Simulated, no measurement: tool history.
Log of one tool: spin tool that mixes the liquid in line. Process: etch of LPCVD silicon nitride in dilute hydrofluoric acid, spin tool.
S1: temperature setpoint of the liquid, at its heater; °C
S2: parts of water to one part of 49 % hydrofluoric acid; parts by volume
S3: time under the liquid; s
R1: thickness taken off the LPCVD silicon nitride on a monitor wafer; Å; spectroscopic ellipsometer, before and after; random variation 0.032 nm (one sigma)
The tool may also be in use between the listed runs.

Run 1, hour 0: S1 21 °C, S2 90 parts by volume, S3 325 s. Result: R1 15.742 Å.
Run 2, hour 6.7: S1 21 °C, S2 90 parts by volume, S3 345 s. Result: R1 16.742 Å.
Run 3, hour 10.9: S1 21 °C, S2 65 parts by volume, S3 345 s. Result: R1 23.162 Å.
Run 4, hour 13.8: S1 19.5 °C, S2 65 parts by volume, S3 345 s. Result: R1 20.507 Å.
Run 5, hour 22.5: S1 21 °C, S2 65 parts by volume, S3 345 s. Result: R1 22.406 Å.
Run 6, hour 30.5: S1 21 °C, S2 65 parts by volume, S3 345 s. Result: R1 24.28 Å.
Run 7, hour 34.6: S1 20.5 °C, S2 70 parts by volume, S3 345 s. Result: R1 21.173 Å.
Run 8, hour 42.1: S1 20.5 °C, S2 70 parts by volume, S3 345 s. Result: R1 21.539 Å.
Run 9, hour 48.6: S1 20 °C, S2 80 parts by volume, S3 340 s. Result: R1 17.342 Å.

The next listed run, before its measurement:
Run 10, hour 50.2: S1 19.5 °C, S2 85 parts by volume, S3 340 s. Result: R1 ?.

Run 10 gave R1 15.775 Å.
